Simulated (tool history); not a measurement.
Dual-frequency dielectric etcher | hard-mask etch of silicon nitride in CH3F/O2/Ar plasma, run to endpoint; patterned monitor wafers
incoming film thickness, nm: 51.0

run,hour,source power (W),bias power (W),endpoint time (s)
1,0,510,61,73.66
2,3.4,430,61,77.938
3,12.4,480,62,74.024
4,13.5,480,69,70.613
5,15,480,58,76.114
6,18.2,550,58,72.864

Forecast run 7:
7,22.5,650,67,?

Run 7 gave endpoint time (s) 65.181.
